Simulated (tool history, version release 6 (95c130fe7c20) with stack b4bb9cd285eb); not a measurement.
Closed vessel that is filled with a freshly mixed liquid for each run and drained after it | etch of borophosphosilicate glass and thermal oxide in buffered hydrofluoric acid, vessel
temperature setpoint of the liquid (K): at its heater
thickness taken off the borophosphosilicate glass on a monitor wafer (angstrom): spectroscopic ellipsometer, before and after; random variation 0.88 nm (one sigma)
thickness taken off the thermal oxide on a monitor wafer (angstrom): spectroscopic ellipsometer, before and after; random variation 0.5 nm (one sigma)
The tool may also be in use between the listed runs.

run    day  temperature setpoint of the liquid (K)  parts of 40 % ammonium fluoride to one part of 49 % hydrofluoric acid (parts by volume)  time in the liquid (s)  thickness taken off the borophosphosilicate glass on a monitor wafer (angstrom)  thickness taken off the thermal oxide on a monitor wafer (angstrom)
  1      0                                  296.15                                                                                      8.5                      60                                                                           962.66                                                               709.74
  2  0.092                                  296.65                                                                                      8.5                      60                                                                           987.74                                                               731.36
  3  0.175                                  296.65                                                                                      8.5                      35                                                                           573.21                                                               430.52
  4  0.458                                  298.65                                                                                        8                      35                                                                           676.84                                                               498.65
  5  0.604                                  298.65                                                                                        8                      45                                                                           874.71                                                               650.11
  6  0.917                                  299.65                                                                                        8                      45                                                                           926.55                                                               695.46

Forecast run 7:
  7  1.167                                  300.15                                                                                        8                      45                                                                                ?                                                                    ?

{"run 7": {"thickness taken off the borophosphosilicate glass on a monitor wafer (angstrom)": 953.11, "thickness taken off the thermal oxide on a monitor wafer (angstrom)": 715.89}}

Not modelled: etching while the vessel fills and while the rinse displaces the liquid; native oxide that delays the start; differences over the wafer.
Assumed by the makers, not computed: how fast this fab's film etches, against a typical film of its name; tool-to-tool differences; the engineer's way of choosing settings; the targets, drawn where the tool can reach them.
